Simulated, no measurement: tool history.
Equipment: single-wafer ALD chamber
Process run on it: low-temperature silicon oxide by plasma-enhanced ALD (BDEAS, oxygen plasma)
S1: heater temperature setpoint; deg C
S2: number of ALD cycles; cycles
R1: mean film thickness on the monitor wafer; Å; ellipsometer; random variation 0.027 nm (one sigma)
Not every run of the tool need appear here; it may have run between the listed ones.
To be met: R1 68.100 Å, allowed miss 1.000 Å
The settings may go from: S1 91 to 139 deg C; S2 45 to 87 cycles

Run 1, hour 0.0: S1 115 deg C, S2 66 cycles. Result: R1 92.704 Å.
Run 2, hour 1.9: S1 117 deg C, S2 62 cycles. Result: R1 87.530 Å.
Run 3, hour 10.9: S1 119 deg C, S2 59 cycles. Result: R1 82.825 Å.
Run 4, hour 13.3: S1 121 deg C, S2 57 cycles. Result: R1 79.926 Å.
Run 5, hour 20.5: S1 123 deg C, S2 55 cycles. Result: R1 76.729 Å.
Run 6, hour 25.7: S1 125 deg C, S2 54 cycles. Result: R1 74.447 Å.
Run 7, hour 33.0: S1 127 deg C, S2 54 cycles. Result: R1 74.771 Å.
Run 8, hour 41.8: S1 128 deg C, S2 46 cycles. Result: R1 63.650 Å.
Run 9, hour 47.3: S1 126 deg C, S2 46 cycles. Result: R1 63.445 Å.
Run 10, hour 53.5: S1 126 deg C, S2 47 cycles. Result: R1 65.193 Å.
Run 11, hour 60.9: S1 125 deg C, S2 47 cycles. Result: R1 65.215 Å.
Run 12, hour 63.7: S1 124 deg C, S2 48 cycles. Result: R1 66.477 Å.

Exactly one of the 4 candidate moves below puts every result within its allowed miss. Which one?
Run A, hour 66.5: S1 118 deg C, S2 47 cycles. Result: R1 ?.
Run B, hour 66.5: S1 137 deg C, S2 50 cycles. Result: R1 ?.
Run C, hour 66.5: S1 121 deg C, S2 46 cycles. Result: R1 ?.
Run D, hour 66.5: S1 117 deg C, S2 46 cycles. Result: R1 ?.

move      R1
   A  65.677
   B  67.691
   C  63.963
   D  64.385
A: lands further from the targets than the last run did
B: meets every target
C: lands further from the targets than the last run did
D: lands further from the targets than the last run did
Go with B: it meets all targets.

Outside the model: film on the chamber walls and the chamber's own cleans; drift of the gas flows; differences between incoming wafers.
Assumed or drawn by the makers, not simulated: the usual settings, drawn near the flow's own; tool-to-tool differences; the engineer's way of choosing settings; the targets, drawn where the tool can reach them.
